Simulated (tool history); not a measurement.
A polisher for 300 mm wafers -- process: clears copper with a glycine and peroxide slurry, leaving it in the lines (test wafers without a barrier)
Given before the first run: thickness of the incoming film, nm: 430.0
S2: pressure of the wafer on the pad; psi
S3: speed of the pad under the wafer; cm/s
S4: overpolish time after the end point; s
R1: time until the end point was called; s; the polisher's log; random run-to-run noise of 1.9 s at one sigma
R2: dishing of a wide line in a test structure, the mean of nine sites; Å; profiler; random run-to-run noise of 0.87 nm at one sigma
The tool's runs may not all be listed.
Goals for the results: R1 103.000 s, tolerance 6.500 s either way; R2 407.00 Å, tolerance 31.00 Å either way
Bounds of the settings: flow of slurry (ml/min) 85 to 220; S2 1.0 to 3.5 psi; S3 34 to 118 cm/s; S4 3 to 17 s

{"run": 1, "day": 0.0, "flow of slurry (ml/min)": 140, "S2": 2.2, "S3": 76, "S4": 9, "R1": 103.76, "R2": 258.28}
{"run": 2, "day": 0.367, "flow of slurry (ml/min)": 125, "S2": 2.2, "S3": 76, "S4": 9, "R1": 105.28, "R2": 253.79}
{"run": 3, "day": 0.521, "flow of slurry (ml/min)": 125, "S2": 2.2, "S3": 64, "S4": 9, "R1": 113.69, "R2": 237.83}
{"run": 4, "day": 0.692, "flow of slurry (ml/min)": 125, "S2": 2.2, "S3": 64, "S4": 10, "R1": 114.29, "R2": 255.45}
{"run": 5, "day": 0.767, "flow of slurry (ml/min)": 125, "S2": 2.2, "S3": 64, "S4": 11, "R1": 118.46, "R2": 281.58}
{"run": 6, "day": 0.846, "flow of slurry (ml/min)": 125, "S2": 2.3, "S3": 64, "S4": 11, "R1": 110.71, "R2": 278.41}
{"run": 7, "day": 1.096, "flow of slurry (ml/min)": 125, "S2": 2.3, "S3": 66, "S4": 12, "R1": 112.39, "R2": 321.4}
{"run": 8, "day": 1.404, "flow of slurry (ml/min)": 125, "S2": 2.4, "S3": 68, "S4": 13, "R1": 107.13, "R2": 345.01}
{"run": 9, "day": 1.496, "flow of slurry (ml/min)": 125, "S2": 2.4, "S3": 68, "S4": 13, "R1": 104.64, "R2": 348.92}

Exactly one of the 4 candidate moves below puts every result within its allowed miss. Which one?
{"run": "A", "day": 1.588, "flow of slurry (ml/min)": 145, "S2": 2.8, "S3": 78, "S4": 16, "R1": "?", "R2": "?"}
{"run": "B", "day": 1.588, "flow of slurry (ml/min)": 135, "S2": 2.8, "S3": 54, "S4": 10, "R1": "?", "R2": "?"}
{"run": "C", "day": 1.588, "flow of slurry (ml/min)": 145, "S2": 2.1, "S3": 80, "S4": 15, "R1": "?", "R2": "?"}
{"run": "D", "day": 1.588, "flow of slurry (ml/min)": 135, "S2": 2.8, "S3": 68, "S4": 14, "R1": "?", "R2": "?"}

move=A R1=85.375 R2=502.07
move=B R1=106.110 R2=283.60
move=C R1=104.700 R2=401.91
move=D R1=93.412 R2=420.97
A: takes the result that was furthest off past its target
B: further off than the last run
C: all results land within tolerance of their targets
D: corrects the largest miss of the last run, while another result sits out of spec
The move that meets every target is C.

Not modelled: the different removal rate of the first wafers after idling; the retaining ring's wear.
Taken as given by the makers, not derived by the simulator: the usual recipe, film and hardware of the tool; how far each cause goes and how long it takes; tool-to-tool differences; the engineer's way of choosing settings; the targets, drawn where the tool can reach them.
